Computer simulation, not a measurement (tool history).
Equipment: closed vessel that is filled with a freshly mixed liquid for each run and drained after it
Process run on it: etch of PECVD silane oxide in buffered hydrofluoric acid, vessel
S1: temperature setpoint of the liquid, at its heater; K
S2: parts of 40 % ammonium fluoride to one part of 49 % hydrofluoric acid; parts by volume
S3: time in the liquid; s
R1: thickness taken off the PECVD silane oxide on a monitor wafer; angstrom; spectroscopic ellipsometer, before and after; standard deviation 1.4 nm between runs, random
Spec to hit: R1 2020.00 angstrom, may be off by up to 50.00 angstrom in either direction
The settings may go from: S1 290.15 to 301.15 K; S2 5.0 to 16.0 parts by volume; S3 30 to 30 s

run 1 hour=0.0 | S1=293.15 S2=9.5 S3=30 | R1=890.44
run 2 hour=8.5 | S1=293.15 S2=9.5 S3=30 | R1=888.74
run 3 hour=9.4 | S1=293.15 S2=9.5 S3=30 | R1=892.49
run 4 hour=12.5 | S1=293.15 S2=9.5 S3=30 | R1=898.32
run 5 hour=17.9 | S1=295.15 S2=8.5 S3=30 | R1=1105.00
run 6 hour=18.9 | S1=296.65 S2=8.0 S3=30 | R1=1276.10
run 7 hour=22.6 | S1=297.65 S2=7.5 S3=30 | R1=1440.50
run 8 hour=26.5 | S1=301.15 S2=6.0 S3=30 | R1=2143.00
run 9 hour=32.2 | S1=300.65 S2=6.0 S3=30 | R1=2098.30

5 next moves are on the table. One of them brings every result within its allowed miss. Which?
run A hour=37.9 | S1=300.65 S2=6.5 S3=30 | R1=?
run B hour=37.9 | S1=300.15 S2=6.0 S3=30 | R1=?
run C hour=37.9 | S1=300.15 S2=6.5 S3=30 | R1=?
run D hour=37.9 | S1=299.15 S2=6.0 S3=30 | R1=?
run E hour=37.9 | S1=298.65 S2=6.0 S3=30 | R1=?

move=A R1=1955.80
move=B R1=2040.80
move=C R1=1904.40
move=D R1=1934.50
move=E R1=1883.10
A: moves the result that the last run missed by most past its target, out the other side
B: every result within its allowed miss
C: moves the result that the last run missed by most past its target, out the other side
D: moves the result that the last run missed by most past its target, out the other side
E: moves the result that the last run missed by most past its target, out the other side
So the answer is move B, the one that meets all the targets.

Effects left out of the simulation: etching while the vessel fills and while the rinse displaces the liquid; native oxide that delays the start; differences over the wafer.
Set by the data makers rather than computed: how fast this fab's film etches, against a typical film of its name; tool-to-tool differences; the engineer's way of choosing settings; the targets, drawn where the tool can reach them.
